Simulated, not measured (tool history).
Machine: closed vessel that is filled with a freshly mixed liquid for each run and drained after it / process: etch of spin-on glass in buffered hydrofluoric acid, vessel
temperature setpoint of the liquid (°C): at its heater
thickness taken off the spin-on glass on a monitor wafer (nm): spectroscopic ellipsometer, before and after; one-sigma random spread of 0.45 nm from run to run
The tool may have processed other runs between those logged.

run  hour  temperature setpoint of the liquid (°C)  parts of 40 % ammonium fluoride to one part of 49 % hydrofluoric acid (parts by volume)  time in the liquid (s)  thickness taken off the spin-on glass on a monitor wafer (nm)
  1   0.0                                     23.0                                                                                      9.0                      35                                                         155.02
  2   1.0                                     24.5                                                                                      9.0                      35                                                         170.34
  3   4.2                                     24.5                                                                                     10.0                      35                                                         158.26
  4   8.7                                     24.5                                                                                     11.5                      35                                                         137.80
  5  15.0                                     24.5                                                                                     11.5                      35                                                         137.43
  6  21.9                                     24.5                                                                                     11.5                      30                                                         119.23
  7  24.2                                     24.0                                                                                     11.5                      30                                                         114.95

The next listed run, before its measurement:
  8  27.2                                     23.5                                                                                     11.5                      30                                                              ?

Run 8 yielded thickness taken off the spin-on glass on a monitor wafer (nm) 111.78.
